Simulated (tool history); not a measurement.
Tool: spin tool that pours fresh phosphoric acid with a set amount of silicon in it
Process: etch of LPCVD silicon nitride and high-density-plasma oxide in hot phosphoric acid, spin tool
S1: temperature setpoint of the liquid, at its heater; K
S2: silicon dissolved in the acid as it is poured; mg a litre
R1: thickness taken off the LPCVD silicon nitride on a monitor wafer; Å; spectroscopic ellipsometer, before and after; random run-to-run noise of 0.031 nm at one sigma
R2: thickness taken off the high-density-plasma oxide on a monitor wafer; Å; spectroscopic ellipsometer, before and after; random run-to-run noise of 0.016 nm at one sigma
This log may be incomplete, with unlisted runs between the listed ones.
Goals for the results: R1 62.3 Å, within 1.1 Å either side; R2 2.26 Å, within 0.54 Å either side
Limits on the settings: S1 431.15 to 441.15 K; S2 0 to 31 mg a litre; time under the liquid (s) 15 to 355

{"run": 1, "day": 0.0, "S1": 436.15, "S2": 13.5, "time under the liquid (s)": 180, "R1": 159.44, "R2": 4.3808}
{"run": 2, "day": 0.046, "S1": 435.65, "S2": 10.5, "time under the liquid (s)": 150, "R1": 129.74, "R2": 3.3444}
{"run": 3, "day": 0.167, "S1": 435.65, "S2": 8.5, "time under the liquid (s)": 125, "R1": 107.93, "R2": 3.0028}
{"run": 4, "day": 0.471, "S1": 435.65, "S2": 8.5, "time under the liquid (s)": 175, "R1": 152.7, "R2": 4.5232}
{"run": 5, "day": 0.554, "S1": 435.65, "S2": 6.5, "time under the liquid (s)": 145, "R1": 125.75, "R2": 4.4063}
{"run": 6, "day": 0.75, "S1": 436.65, "S2": 6.5, "time under the liquid (s)": 145, "R1": 130.22, "R2": 3.8881}
{"run": 7, "day": 0.829, "S1": 434.15, "S2": 15.5, "time under the liquid (s)": 55, "R1": 45.264, "R2": 1.0367}
{"run": 8, "day": 0.908, "S1": 435.15, "S2": 14, "time under the liquid (s)": 50, "R1": 42.857, "R2": 1.1588}
{"run": 9, "day": 1.0, "S1": 435.15, "S2": 11, "time under the liquid (s)": 55, "R1": 46.852, "R2": 1.087}
{"day": 1.258, "done": "heated supply line repaired"}
{"run": 10, "day": 1.258, "S1": 436.15, "S2": 8.5, "time under the liquid (s)": 55, "R1": 55.084, "R2": 1.9674}

Which of these 4 next moves meets every target?
{"run": "A", "day": 1.517, "S1": 434.65, "S2": 12.5, "time under the liquid (s)": 70, "R1": "?", "R2": "?"}
{"run": "B", "day": 1.517, "S1": 432.15, "S2": 14, "time under the liquid (s)": 65, "R1": "?", "R2": "?"}
{"run": "C", "day": 1.517, "S1": 439.15, "S2": 1, "time under the liquid (s)": 60, "R1": "?", "R2": "?"}
{"run": "D", "day": 1.517, "S1": 437.15, "S2": 9, "time under the liquid (s)": 60, "R1": "?", "R2": "?"}

move=A R1=67.399 R2=2.2203
move=B R1=57.55 R2=1.653
move=C R1=67.023 R2=3.356
move=D R1=62.764 R2=2.4733
A: pushes the last run's worst result past its target
B: closes in on the targets versus the last run, not all within tolerance yet
C: pushes the last run's worst result past its target
D: hits every target within its allowed miss
Move D is the one to make.

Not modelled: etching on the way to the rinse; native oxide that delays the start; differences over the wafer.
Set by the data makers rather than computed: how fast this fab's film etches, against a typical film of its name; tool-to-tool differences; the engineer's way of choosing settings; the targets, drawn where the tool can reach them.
